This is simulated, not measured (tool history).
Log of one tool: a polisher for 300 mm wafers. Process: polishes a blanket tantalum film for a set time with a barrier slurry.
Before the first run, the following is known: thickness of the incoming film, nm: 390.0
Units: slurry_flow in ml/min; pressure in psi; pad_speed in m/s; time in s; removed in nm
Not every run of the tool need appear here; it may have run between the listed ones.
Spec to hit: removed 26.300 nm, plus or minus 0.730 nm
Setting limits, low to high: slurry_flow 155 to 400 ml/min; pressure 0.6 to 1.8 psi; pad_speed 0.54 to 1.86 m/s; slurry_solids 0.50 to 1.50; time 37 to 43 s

run	hour	slurry_flow	pressure	pad_speed	slurry_solids	time	removed
1	0.0	255	1.2	1.18	1.00	43	45.233
2	8.9	255	1.2	1.02	1.00	43	39.376
3	13.7	255	1.2	1.02	1.15	43	41.084
4	15.4	250	1.1	1.02	1.15	43	37.436
5	22.2	215	1.1	1.02	1.15	43	36.286
6	24.1	215	1.1	1.02	1.15	43	36.540
7	27.4	210	1.0	1.02	1.15	43	33.484
8	36.0	205	0.9	1.02	1.15	43	29.933

Which of these 5 next moves meets every target?
A	44.6	155	0.8	1.18	1.00	40	?
B	44.6	205	0.8	1.02	1.15	39	?
C	44.6	185	0.7	1.12	1.10	42	?
D	44.6	270	0.7	1.10	1.10	41	?
E	44.6	180	0.8	1.18	1.05	41	?

move	removed
A	25.871
B	23.858
C	24.098
D	24.336
E	27.640
A: each result inside its tolerance
B: the result that was furthest off in the last run now lies on the other side of its target
C: the result that was furthest off in the last run now lies on the other side of its target
D: the result that was furthest off in the last run now lies on the other side of its target
E: an improvement on the last run, though not all results are within tolerance
The move that meets every target is A.
